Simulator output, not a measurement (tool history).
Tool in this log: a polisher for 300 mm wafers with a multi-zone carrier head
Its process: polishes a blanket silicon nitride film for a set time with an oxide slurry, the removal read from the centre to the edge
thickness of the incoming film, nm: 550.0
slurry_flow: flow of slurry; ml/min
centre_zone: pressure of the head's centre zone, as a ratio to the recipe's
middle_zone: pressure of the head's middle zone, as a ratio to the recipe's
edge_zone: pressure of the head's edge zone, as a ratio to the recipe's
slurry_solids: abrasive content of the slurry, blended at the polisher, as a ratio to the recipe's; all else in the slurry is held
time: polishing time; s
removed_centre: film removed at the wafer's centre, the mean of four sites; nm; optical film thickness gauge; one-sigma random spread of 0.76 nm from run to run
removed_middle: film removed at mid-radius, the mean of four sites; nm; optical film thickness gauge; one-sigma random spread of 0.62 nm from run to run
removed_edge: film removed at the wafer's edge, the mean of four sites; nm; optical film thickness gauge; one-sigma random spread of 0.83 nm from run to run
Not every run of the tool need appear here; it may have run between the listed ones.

Run 1, day 0: slurry_flow 240 ml/min, centre_zone 1, middle_zone 1, edge_zone 1, slurry_solids 1, time 49 s. Result: removed_centre 40.416 nm, removed_middle 40.157 nm, removed_edge 42.15 nm.
Run 2, day 0.058: slurry_flow 240 ml/min, centre_zone 1, middle_zone 1, edge_zone 1, slurry_solids 1.1, time 49 s. Result: removed_centre 42.336 nm, removed_middle 42.546 nm, removed_edge 44.102 nm.
Run 3, day 0.329: slurry_flow 240 ml/min, centre_zone 1.01, middle_zone 1, edge_zone 1.04, slurry_solids 1.25, time 50 s. Result: removed_centre 46.022 nm, removed_middle 45.921 nm, removed_edge 47.275 nm.
Run 4, day 0.667: slurry_flow 240 ml/min, centre_zone 1.01, middle_zone 1, edge_zone 1.04, slurry_solids 1.25, time 44 s. Result: removed_centre 40.775 nm, removed_middle 40.451 nm, removed_edge 40.968 nm.
Run 5, day 1.017: slurry_flow 265 ml/min, centre_zone 1.01, middle_zone 1, edge_zone 1.04, slurry_solids 1.25, time 44 s. Result: removed_centre 41 nm, removed_middle 40.488 nm, removed_edge 41.602 nm.
At day 1.179: slurry nozzle cleaned.
Run 6, day 1.179: slurry_flow 265 ml/min, centre_zone 1.01, middle_zone 1, edge_zone 1.04, slurry_solids 1.1, time 44 s. Result: removed_centre 39.974 nm, removed_middle 39.56 nm, removed_edge 40.551 nm.

Run 7 has not been measured yet. What should we expect?
Run 7, day 1.242: slurry_flow 270 ml/min, centre_zone 1, middle_zone 0.99, edge_zone 1.07, slurry_solids 1.25, time 47 s. Result: removed_centre ?, removed_middle ?, removed_edge ?.

removed_centre: 44.095 nm
removed_middle: 43.504 nm
removed_edge: 46.538 nm
